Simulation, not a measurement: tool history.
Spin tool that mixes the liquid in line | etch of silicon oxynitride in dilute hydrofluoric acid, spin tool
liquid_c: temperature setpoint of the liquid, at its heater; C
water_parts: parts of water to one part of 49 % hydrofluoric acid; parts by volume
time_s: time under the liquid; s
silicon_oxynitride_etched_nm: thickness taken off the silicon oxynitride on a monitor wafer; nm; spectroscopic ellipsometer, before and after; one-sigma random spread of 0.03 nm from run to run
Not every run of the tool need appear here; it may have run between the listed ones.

run	day	liquid_c	water_parts	time_s	silicon_oxynitride_etched_nm
1	0	25	300	290	2.1882
2	0.258	25	300	310	2.5175
3	0.633	27.5	300	310	2.7749
4	0.808	24	300	310	2.3958
5	0.992	24	380	310	1.7124
6	1.042	23.5	390	310	1.6065
7	1.271	23	395	310	1.6302
8	1.342	23	405	310	1.5541
9	1.667	23	415	310	1.607

Run 10 comes next. What will it give?
10	1.846	22.5	425	310	?

silicon_oxynitride_etched_nm: 1.4591 nm

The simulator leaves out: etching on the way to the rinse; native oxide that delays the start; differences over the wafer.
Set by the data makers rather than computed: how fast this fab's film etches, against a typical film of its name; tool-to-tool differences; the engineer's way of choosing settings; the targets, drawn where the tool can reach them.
